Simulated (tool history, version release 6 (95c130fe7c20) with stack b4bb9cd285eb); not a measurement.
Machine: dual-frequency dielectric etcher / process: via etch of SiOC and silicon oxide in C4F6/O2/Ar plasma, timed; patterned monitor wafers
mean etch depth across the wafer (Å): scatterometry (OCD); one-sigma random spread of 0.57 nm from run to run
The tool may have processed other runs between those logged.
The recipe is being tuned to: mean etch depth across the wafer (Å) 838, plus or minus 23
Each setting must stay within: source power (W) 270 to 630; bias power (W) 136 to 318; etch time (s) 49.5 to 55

run	day	source power (W)	bias power (W)	etch time (s)	mean etch depth across the wafer (Å)
1	0	450	227	55	733.27
2	0.367	400	227	55	705.04
3	0.392	400	257	55	736.18
4	0.492	420	261	55	749.56
5	0.521	440	265	55	773.56
6	0.854	440	265	49.5	701.86
# day 1.092: bias power generator calibrated
7	1.092	460	274	50	708.28
8	1.325	490	281	51	750.27
9	1.654	500	287	51.5	766.51
10	1.862	510	292	52	790.76
11	2.217	520	294	52	797.68

Below are 5 possible settings for the next run. Only one of them brings all results inside the allowed miss of their targets. Which is it?
A	2.571	470	307	51.5	?
B	2.571	500	298	52	?
C	2.571	510	293	49.5	?
D	2.571	420	318	55	?
E	2.571	530	306	53	?

move	mean etch depth across the wafer (Å)
A	777.33
B	794.4
C	757.13
D	806.87
E	835.36
A: its largest miss is bigger than the last run's
B: its largest miss is bigger than the last run's
C: its largest miss is bigger than the last run's
D: an improvement on the last run, though not all results are within tolerance
E: in spec on every target
Correct choice: E, which meets every target
